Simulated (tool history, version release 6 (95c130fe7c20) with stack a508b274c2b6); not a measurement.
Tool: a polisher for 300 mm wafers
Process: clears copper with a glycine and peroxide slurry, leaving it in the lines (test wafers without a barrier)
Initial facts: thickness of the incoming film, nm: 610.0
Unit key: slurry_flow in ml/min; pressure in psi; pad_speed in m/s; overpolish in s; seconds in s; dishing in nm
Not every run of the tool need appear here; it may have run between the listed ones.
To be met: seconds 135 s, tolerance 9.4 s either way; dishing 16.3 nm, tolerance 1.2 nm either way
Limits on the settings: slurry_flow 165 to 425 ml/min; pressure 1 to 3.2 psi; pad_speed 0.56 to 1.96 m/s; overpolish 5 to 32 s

run,hour,slurry_flow,pressure,pad_speed,overpolish,seconds,dishing
1,0,275,2.1,1.26,16,120.06,47.459
2,3.5,275,2.1,1.56,16,103.27,54.763
3,12,300,2.1,1.38,14,114.44,46.938
4,16.8,275,2.1,1.28,12,119.88,37.441
5,24.2,255,2.1,1.2,11,122.06,34.882
6,25.2,255,2.1,1,11,148.44,30.357
7,30.3,200,1.5,1.36,5,155.77,13.732
8,36.9,200,1.5,1.38,5,150.29,14.018
9,45.7,205,1.5,1.4,5,151.56,14.937
10,51.2,200,1.5,1.42,5,154.25,14.554
11,53.5,210,1.8,1.46,5,125.83,17.359

Which single option among these 5 for the next run brings every result within its allowed miss of target? Just one does.
A,55.8,215,1.9,1.54,5,?,?
B,55.8,195,1.6,1.5,7,?,?
C,55.8,240,1.9,1.26,6,?,?
D,55.8,165,1.4,1.46,8,?,?
E,55.8,185,1.6,1.56,5,?,?

move,seconds,dishing
A,115.12,19.061
B,136.14,22.067
C,134.74,19.544
D,156.07,21.912
E,132.33,16.703
A: misses by more than the last run did
B: the furthest-off result lands on target, but another misses its tolerance
C: the furthest-off result lands on target, but another misses its tolerance
D: takes the biggest miss from the last run beyond its target
E: every result lands within tolerance
Answer: E
